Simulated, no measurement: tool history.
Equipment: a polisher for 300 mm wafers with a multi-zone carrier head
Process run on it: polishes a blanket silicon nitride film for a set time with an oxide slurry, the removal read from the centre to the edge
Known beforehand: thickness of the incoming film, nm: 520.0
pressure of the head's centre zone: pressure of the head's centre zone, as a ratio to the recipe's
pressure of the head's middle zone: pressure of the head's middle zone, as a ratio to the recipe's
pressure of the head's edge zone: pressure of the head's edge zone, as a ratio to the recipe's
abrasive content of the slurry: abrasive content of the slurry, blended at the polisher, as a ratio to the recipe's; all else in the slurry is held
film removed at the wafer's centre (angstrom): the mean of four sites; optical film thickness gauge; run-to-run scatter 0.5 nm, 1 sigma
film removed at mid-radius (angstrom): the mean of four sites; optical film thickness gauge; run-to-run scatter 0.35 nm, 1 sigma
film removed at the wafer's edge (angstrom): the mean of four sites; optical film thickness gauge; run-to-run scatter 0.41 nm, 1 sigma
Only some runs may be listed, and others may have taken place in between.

run  hour  flow of slurry (ml/min)  pressure of the head's centre zone  pressure of the head's middle zone  pressure of the head's edge zone  abrasive content of the slurry  polishing time (s)  film removed at the wafer's centre (angstrom)  film removed at mid-radius (angstrom)  film removed at the wafer's edge (angstrom)
  1     0                      295                                   1                                   1                                 1                               1                  74                                         440.84                                 434.04                                       418.04
  2   6.2                      295                                   1                                   1                                 1                             0.9                  74                                         411.33                                 400.65                                       384.05
  3  10.8                      295                                   1                                   1                                 1                             0.9                  67                                         370.07                                 367.81                                        363.3
  4  18.1                      290                                1.02                                1.02                              0.95                             0.8                  67                                          351.8                                 346.81                                       316.73
  5  22.3                      290                                1.02                                1.02                              1.01                             0.8                  67                                         351.95                                 341.72                                       331.89
  6  29.4                      350                                1.02                                1.02                              1.01                             0.8                  67                                         355.46                                  347.9                                       332.17
  7  34.2                      355                                1.03                                1.03                              0.98                            0.75                  67                                         344.56                                  338.3                                       308.61

For run 8, what comes out?
  8  40.6                      360                                1.04                                1.04                              0.97                            0.75                  67                                              ?                                      ?                                            ?

For run 8 the tool returned film removed at the wafer's centre (angstrom) 351.55, film removed at mid-radius (angstrom) 337.72, film removed at the wafer's edge (angstrom) 309.97.

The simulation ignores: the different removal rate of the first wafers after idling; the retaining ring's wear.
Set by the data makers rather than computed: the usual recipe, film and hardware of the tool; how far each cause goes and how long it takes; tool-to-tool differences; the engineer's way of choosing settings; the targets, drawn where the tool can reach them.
